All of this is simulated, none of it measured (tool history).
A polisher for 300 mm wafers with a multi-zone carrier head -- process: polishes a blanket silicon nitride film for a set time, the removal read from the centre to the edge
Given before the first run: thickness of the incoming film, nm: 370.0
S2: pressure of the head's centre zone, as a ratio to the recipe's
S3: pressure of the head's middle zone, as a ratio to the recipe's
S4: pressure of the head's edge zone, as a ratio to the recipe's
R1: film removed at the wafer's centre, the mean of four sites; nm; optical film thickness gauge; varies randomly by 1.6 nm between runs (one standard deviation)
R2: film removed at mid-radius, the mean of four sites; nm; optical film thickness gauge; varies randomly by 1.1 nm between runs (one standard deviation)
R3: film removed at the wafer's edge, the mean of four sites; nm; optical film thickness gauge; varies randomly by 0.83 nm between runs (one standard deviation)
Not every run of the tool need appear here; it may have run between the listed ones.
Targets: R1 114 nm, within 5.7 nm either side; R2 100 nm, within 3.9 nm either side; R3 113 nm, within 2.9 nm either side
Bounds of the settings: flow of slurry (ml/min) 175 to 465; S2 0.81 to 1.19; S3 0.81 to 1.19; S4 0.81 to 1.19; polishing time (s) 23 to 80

{"run": 1, "day": 0.0, "flow of slurry (ml/min)": 295, "S2": 1, "S3": 1, "S4": 1, "polishing time (s)": 51, "R1": 146.87, "R2": 146.59, "R3": 148.17}
{"run": 2, "day": 0.342, "flow of slurry (ml/min)": 295, "S2": 1.04, "S3": 1, "S4": 1, "polishing time (s)": 51, "R1": 156.82, "R2": 144.17, "R3": 146.47}
{"run": 3, "day": 0.462, "flow of slurry (ml/min)": 295, "S2": 1.04, "S3": 1, "S4": 0.94, "polishing time (s)": 51, "R1": 156.44, "R2": 144.63, "R3": 141.51}
{"run": 4, "day": 0.525, "flow of slurry (ml/min)": 265, "S2": 1.04, "S3": 1, "S4": 0.94, "polishing time (s)": 51, "R1": 158.28, "R2": 144.07, "R3": 141.49}
{"run": 5, "day": 0.858, "flow of slurry (ml/min)": 265, "S2": 1.03, "S3": 0.98, "S4": 0.94, "polishing time (s)": 49, "R1": 146.67, "R2": 134.13, "R3": 135}
{"run": 6, "day": 0.921, "flow of slurry (ml/min)": 335, "S2": 1.03, "S3": 0.98, "S4": 0.94, "polishing time (s)": 49, "R1": 149.49, "R2": 138.94, "R3": 138.37}
{"run": 7, "day": 1.025, "flow of slurry (ml/min)": 330, "S2": 1.02, "S3": 0.96, "S4": 0.93, "polishing time (s)": 48, "R1": 143.39, "R2": 135.51, "R3": 134.75}
{"run": 8, "day": 1.125, "flow of slurry (ml/min)": 320, "S2": 1.02, "S3": 0.94, "S4": 0.93, "polishing time (s)": 47, "R1": 142.03, "R2": 130.04, "R3": 132.03}
{"run": 9, "day": 1.429, "flow of slurry (ml/min)": 315, "S2": 1.01, "S3": 0.92, "S4": 0.93, "polishing time (s)": 46, "R1": 133.83, "R2": 124.43, "R3": 127.73}
{"run": 10, "day": 1.6, "flow of slurry (ml/min)": 305, "S2": 1.01, "S3": 0.91, "S4": 0.93, "polishing time (s)": 45, "R1": 134.29, "R2": 120.12, "R3": 124.38}
{"run": 11, "day": 1.954, "flow of slurry (ml/min)": 300, "S2": 1, "S3": 0.9, "S4": 0.93, "polishing time (s)": 45, "R1": 128.75, "R2": 119.42, "R3": 124.65}
{"run": 12, "day": 2.104, "flow of slurry (ml/min)": 290, "S2": 1, "S3": 0.89, "S4": 0.93, "polishing time (s)": 45, "R1": 131.63, "R2": 115.26, "R3": 125.03}
{"run": 13, "day": 2.321, "flow of slurry (ml/min)": 285, "S2": 0.99, "S3": 0.88, "S4": 0.92, "polishing time (s)": 45, "R1": 126.67, "R2": 115.66, "R3": 123.4}
{"run": 14, "day": 2.467, "flow of slurry (ml/min)": 280, "S2": 0.99, "S3": 0.87, "S4": 0.92, "polishing time (s)": 45, "R1": 129.72, "R2": 114.69, "R3": 122.75}
{"run": 15, "day": 2.679, "flow of slurry (ml/min)": 275, "S2": 0.98, "S3": 0.86, "S4": 0.92, "polishing time (s)": 45, "R1": 126.11, "R2": 112.35, "R3": 123.67}
{"run": 16, "day": 3.042, "flow of slurry (ml/min)": 250, "S2": 0.96, "S3": 0.81, "S4": 0.84, "polishing time (s)": 42, "R1": 115.43, "R2": 98.328, "R3": 108.84}

Exactly one of the 5 candidate moves below puts every result within its allowed miss. Which one?
{"run": "A", "day": 3.404, "flow of slurry (ml/min)": 275, "S2": 0.95, "S3": 0.87, "S4": 0.82, "polishing time (s)": 40, "R1": "?", "R2": "?", "R3": "?"}
{"run": "B", "day": 3.404, "flow of slurry (ml/min)": 185, "S2": 0.98, "S3": 0.84, "S4": 0.9, "polishing time (s)": 43, "R1": "?", "R2": "?", "R3": "?"}
{"run": "C", "day": 3.404, "flow of slurry (ml/min)": 235, "S2": 1.01, "S3": 0.87, "S4": 0.81, "polishing time (s)": 40, "R1": "?", "R2": "?", "R3": "?"}
{"run": "D", "day": 3.404, "flow of slurry (ml/min)": 245, "S2": 0.99, "S3": 0.82, "S4": 0.81, "polishing time (s)": 40, "R1": "?", "R2": "?", "R3": "?"}
{"run": "E", "day": 3.404, "flow of slurry (ml/min)": 185, "S2": 0.99, "S3": 0.91, "S4": 0.81, "polishing time (s)": 43, "R1": "?", "R2": "?", "R3": "?"}

move=A R1=110.05 R2=100.63 R3=103.62
move=B R1=113.94 R2=98.959 R3=111.12
move=C R1=114.06 R2=98.576 R3=101.5
move=D R1=112.59 R2=94.455 R3=102.01
move=E R1=115.1 R2=105.73 R3=105.91
A: misses by more than the last run did
B: all results land within tolerance of their targets
C: misses by more than the last run did
D: misses by more than the last run did
E: misses by more than the last run did
B meets every target.
